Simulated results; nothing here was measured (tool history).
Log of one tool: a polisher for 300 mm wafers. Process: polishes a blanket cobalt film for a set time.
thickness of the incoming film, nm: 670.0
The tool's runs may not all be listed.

run    day  flow of slurry (ml/min)  pressure of the wafer on the pad (kPa)  speed of the pad under the wafer (m/s)  polishing time (s)  film removed (angstrom)
  1  0.000                      195                                    12.4                                    1.16                  46                   2430.9
  2  0.125                      205                                    13.1                                    1.16                  46                   2619.6
  3  0.317                      205                                    13.1                                    1.36                  46                   3013.7
  4  0.646                      205                                    10.3                                    1.36                  46                   2385.8
  5  0.721                      205                                    10.3                                    1.36                  48                   2510.9
     0.846  -- worn pad replaced by a new one
  6  0.846                      235                                    10.3                                    1.36                  48                   2905.8
  7  0.962                      240                                    10.3                                    1.36                  48                   2893.4

The next listed run, before its measurement:
  8  1.288                      255                                    11.7                                    1.36                  48                        ?

Run 8 gave film removed (angstrom) 3296.0.

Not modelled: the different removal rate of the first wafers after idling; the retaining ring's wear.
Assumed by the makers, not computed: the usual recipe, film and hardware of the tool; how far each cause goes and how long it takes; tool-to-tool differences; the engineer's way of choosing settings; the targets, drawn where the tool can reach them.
